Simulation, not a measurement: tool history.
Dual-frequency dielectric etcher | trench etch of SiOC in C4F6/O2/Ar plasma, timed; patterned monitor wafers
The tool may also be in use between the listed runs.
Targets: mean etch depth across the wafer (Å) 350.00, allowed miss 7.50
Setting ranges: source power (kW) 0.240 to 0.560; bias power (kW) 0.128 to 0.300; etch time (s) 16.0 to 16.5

run  hour  source power (kW)  bias power (kW)  etch time (s)  mean etch depth across the wafer (Å)
  1   0.0              0.400            0.214           16.0                                305.82
  2   2.3              0.360            0.214           16.0                                293.93
  3   9.9              0.360            0.180           16.0                                270.31
  4  10.7              0.400            0.187           16.0                                288.79
  5  15.7              0.400            0.187           16.5                                295.68
  6  23.7              0.400            0.187           16.0                                287.55
     24.9  -- wet clean of the chamber
  7  24.9              0.430            0.192           16.0                                308.58
  8  25.7              0.450            0.193           16.0                                316.11
  9  27.5              0.460            0.194           16.0                                318.91
 10  32.4              0.470            0.195           16.0                                322.41
 11  35.5              0.480            0.196           16.0                                325.59
 12  43.7              0.490            0.197           16.0                                329.65

Pick the move, out of 4, that brings all results within their allowed miss; only one does.
  A  51.9              0.440            0.260           16.5                                     ?
  B  51.9              0.480            0.240           16.5                                     ?
  C  51.9              0.550            0.220           16.5                                     ?
  D  51.9              0.510            0.218           16.0                                     ?

move  mean etch depth across the wafer (Å)
   A                                369.45
   B                                368.91
   C                                374.50
   D                                351.06
A: moves the result that the last run missed by most past its target, out the other side
B: moves the result that the last run missed by most past its target, out the other side
C: moves the result that the last run missed by most past its target, out the other side
D: every result within its allowed miss
Correct choice: D, which meets every target

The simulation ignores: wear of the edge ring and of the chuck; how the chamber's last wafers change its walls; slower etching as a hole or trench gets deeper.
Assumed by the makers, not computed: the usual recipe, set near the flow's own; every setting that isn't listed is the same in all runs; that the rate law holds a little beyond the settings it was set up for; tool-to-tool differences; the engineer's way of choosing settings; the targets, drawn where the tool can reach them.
